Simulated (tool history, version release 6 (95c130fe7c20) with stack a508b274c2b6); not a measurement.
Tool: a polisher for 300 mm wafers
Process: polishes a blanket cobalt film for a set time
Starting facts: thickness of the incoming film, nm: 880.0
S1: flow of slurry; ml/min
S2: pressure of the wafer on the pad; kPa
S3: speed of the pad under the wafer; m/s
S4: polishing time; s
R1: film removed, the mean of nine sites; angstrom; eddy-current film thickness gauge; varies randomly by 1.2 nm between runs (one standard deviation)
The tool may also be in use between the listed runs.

run    day   S1    S2   S3  S4      R1
  1      0  160  13.8  0.9  67    2299
  2  0.062  160  17.2  0.9  67  2831.7
  3  0.204  135  17.2  0.9  67  2728.1
  4  0.571  130  16.5  0.9  67  2576.6
  5  0.646  125  15.9  0.9  67  2523.7
  6      1  125  13.1  0.9  67  2086.8

What does the tool deliver on the next run?
  7  1.262  125  12.4  0.9  67   ?

R1: 1953.9 angstrom
